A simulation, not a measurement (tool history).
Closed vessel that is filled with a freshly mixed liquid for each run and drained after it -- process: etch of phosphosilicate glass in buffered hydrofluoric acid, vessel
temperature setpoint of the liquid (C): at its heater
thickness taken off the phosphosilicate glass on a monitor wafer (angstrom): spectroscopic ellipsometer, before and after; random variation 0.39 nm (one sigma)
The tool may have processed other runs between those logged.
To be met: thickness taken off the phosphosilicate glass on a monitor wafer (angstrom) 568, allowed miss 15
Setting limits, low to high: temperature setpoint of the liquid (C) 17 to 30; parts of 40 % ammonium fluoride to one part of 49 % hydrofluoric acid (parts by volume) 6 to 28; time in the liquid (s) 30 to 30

run  hour  temperature setpoint of the liquid (C)  parts of 40 % ammonium fluoride to one part of 49 % hydrofluoric acid (parts by volume)  time in the liquid (s)  thickness taken off the phosphosilicate glass on a monitor wafer (angstrom)
  1     0                                      22                                                                                       17                      30                                                                       753.78
  2   1.6                                      22                                                                                       17                      30                                                                       740.04
  3   9.8                                    20.5                                                                                       17                      30                                                                       696.47
  4  18.9                                    19.5                                                                                       17                      30                                                                       644.86
  5  27.2                                    19.5                                                                                     12.5                      30                                                                       880.57
  6  32.7                                    18.5                                                                                       14                      30                                                                       749.38
  7  36.8                                      18                                                                                       15                      30                                                                       675.77
  8  39.5                                    17.5                                                                                     15.5                      30                                                                       640.45
  9  43.3                                    17.5                                                                                       16                      30                                                                        625.8
 10  44.6                                      17                                                                                     17.5                      30                                                                       551.18

4 next moves are on the table. One of them brings every result within its allowed miss. Which?
  A  45.9                                    17.5                                                                                     17.5                      30                                                                            ?
  B  45.9                                      17                                                                                     15.5                      30                                                                            ?
  C  45.9                                      17                                                                                       16                      30                                                                            ?
  D  45.9                                    17.5                                                                                     16.5                      30                                                                            ?

move  thickness taken off the phosphosilicate glass on a monitor wafer (angstrom)
   A                                                                        578.2
   B                                                                       633.37
   C                                                                       613.86
   D                                                                       612.76
A: every result lands within tolerance
B: takes the result that was furthest off past its target
C: takes the result that was furthest off past its target
D: takes the result that was furthest off past its target
A meets every target.

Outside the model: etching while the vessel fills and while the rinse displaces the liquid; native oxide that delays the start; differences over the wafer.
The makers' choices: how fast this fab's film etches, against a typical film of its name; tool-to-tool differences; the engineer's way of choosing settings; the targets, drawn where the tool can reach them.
